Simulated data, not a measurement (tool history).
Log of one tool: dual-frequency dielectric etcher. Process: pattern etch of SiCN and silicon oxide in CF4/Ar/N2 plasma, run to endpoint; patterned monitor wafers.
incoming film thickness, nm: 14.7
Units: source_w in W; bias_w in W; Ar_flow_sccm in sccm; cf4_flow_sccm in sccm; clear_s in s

{"run": 1, "hour": 0.0, "source_w": 360, "bias_w": 57, "Ar_flow_sccm": 135, "cf4_flow_sccm": 82, "clear_s": 23.363}
{"run": 2, "hour": 0.7, "source_w": 360, "bias_w": 57, "Ar_flow_sccm": 135, "cf4_flow_sccm": 73, "clear_s": 24.252}
{"run": 3, "hour": 3.5, "source_w": 360, "bias_w": 49, "Ar_flow_sccm": 135, "cf4_flow_sccm": 73, "clear_s": 25.101}
{"run": 4, "hour": 11.4, "source_w": 360, "bias_w": 49, "Ar_flow_sccm": 135, "cf4_flow_sccm": 80, "clear_s": 24.879}
{"run": 5, "hour": 15.8, "source_w": 360, "bias_w": 55, "Ar_flow_sccm": 135, "cf4_flow_sccm": 80, "clear_s": 24.014}
{"run": 6, "hour": 22.7, "source_w": 340, "bias_w": 54, "Ar_flow_sccm": 136, "cf4_flow_sccm": 80, "clear_s": 25.028}
{"run": 7, "hour": 24.8, "source_w": 320, "bias_w": 53, "Ar_flow_sccm": 137, "cf4_flow_sccm": 80, "clear_s": 25.867}

Forecast run 8:
{"run": 8, "hour": 26.6, "source_w": 300, "bias_w": 52, "Ar_flow_sccm": 138, "cf4_flow_sccm": 79, "clear_s": "?"}

{"run 8": {"clear_s": 27.574}}
